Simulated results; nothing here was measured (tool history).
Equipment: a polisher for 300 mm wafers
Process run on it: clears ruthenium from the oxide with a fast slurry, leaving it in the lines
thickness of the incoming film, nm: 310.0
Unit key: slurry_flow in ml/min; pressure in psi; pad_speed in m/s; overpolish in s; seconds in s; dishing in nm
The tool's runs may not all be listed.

{"run": 1, "day": 0.0, "slurry_flow": 145, "pressure": 2.8, "pad_speed": 1.04, "slurry_solids": 1, "overpolish": 12, "seconds": 89.883, "dishing": 25.583}
{"run": 2, "day": 0.317, "slurry_flow": 145, "pressure": 2.8, "pad_speed": 1.04, "slurry_solids": 1, "overpolish": 8, "seconds": 91.164, "dishing": 19.793}
{"run": 3, "day": 0.65, "slurry_flow": 150, "pressure": 3, "pad_speed": 1.06, "slurry_solids": 1, "overpolish": 8, "seconds": 83.175, "dishing": 21.042}
{"run": 4, "day": 0.775, "slurry_flow": 165, "pressure": 3, "pad_speed": 1.06, "slurry_solids": 1, "overpolish": 8, "seconds": 81.744, "dishing": 20.758}
{"day": 0.975, "done": "worn pad replaced by a new one"}
{"run": 5, "day": 0.975, "slurry_flow": 140, "pressure": 3, "pad_speed": 1.06, "slurry_solids": 1, "overpolish": 8, "seconds": 78.989, "dishing": 22.207}
{"run": 6, "day": 1.033, "slurry_flow": 135, "pressure": 3.2, "pad_speed": 1.06, "slurry_solids": 1, "overpolish": 7, "seconds": 74.736, "dishing": 21.462}
{"run": 7, "day": 1.154, "slurry_flow": 135, "pressure": 3.4, "pad_speed": 1.06, "slurry_solids": 1, "overpolish": 7, "seconds": 71.732, "dishing": 21.738}
{"run": 8, "day": 1.362, "slurry_flow": 135, "pressure": 3.5, "pad_speed": 1.08, "slurry_solids": 1, "overpolish": 7, "seconds": 68.55, "dishing": 22.671}
{"run": 9, "day": 1.612, "slurry_flow": 135, "pressure": 3.6, "pad_speed": 1.1, "slurry_solids": 1, "overpolish": 7, "seconds": 65.245, "dishing": 22.548}

Expected results for the next run?
{"run": 10, "day": 1.812, "slurry_flow": 135, "pressure": 3.7, "pad_speed": 1.12, "slurry_solids": 1, "overpolish": 7, "seconds": "?", "dishing": "?"}

Run 10 produced seconds 61.573 s, dishing 23.09 nm.

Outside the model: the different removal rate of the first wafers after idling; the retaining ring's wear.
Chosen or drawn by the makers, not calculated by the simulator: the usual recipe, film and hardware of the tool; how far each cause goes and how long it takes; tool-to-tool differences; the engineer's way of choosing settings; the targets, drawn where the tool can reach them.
